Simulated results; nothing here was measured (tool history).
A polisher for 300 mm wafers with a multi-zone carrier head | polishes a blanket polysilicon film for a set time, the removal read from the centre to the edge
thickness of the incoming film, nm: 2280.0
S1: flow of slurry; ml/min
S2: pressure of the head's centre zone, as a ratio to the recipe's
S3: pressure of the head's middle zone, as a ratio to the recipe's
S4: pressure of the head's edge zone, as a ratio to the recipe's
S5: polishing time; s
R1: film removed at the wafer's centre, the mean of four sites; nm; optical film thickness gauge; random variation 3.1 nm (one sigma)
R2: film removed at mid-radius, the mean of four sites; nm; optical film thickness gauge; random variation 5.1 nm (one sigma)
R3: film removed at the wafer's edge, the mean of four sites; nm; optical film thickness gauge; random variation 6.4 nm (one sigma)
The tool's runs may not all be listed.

run,hour,S1,S2,S3,S4,S5,R1,R2,R3
1,0.0,165,1.00,1.00,1.00,54,516.69,499.72,519.72
2,5.0,155,1.00,0.97,0.97,53,506.15,478.57,499.37
3,8.4,155,1.00,0.97,1.03,53,507.33,477.32,512.12
4,15.1,155,0.95,0.97,1.03,53,486.63,469.56,518.74
5,17.7,150,0.96,0.94,1.00,52,471.12,454.67,492.44
6,19.8,145,0.98,0.91,0.99,51,471.32,439.67,468.76
7,28.1,140,0.98,0.88,1.00,51,465.80,407.47,477.85
8,35.7,140,0.98,0.88,1.00,51,467.08,417.06,486.03
9,41.4,135,0.99,0.87,0.98,51,468.00,414.41,467.46

Forecast run 10:
10,48.5,130,0.99,0.86,0.97,51,?,?,?

Run 10 gave R1 461.11 nm, R2 396.47 nm, R3 460.48 nm.

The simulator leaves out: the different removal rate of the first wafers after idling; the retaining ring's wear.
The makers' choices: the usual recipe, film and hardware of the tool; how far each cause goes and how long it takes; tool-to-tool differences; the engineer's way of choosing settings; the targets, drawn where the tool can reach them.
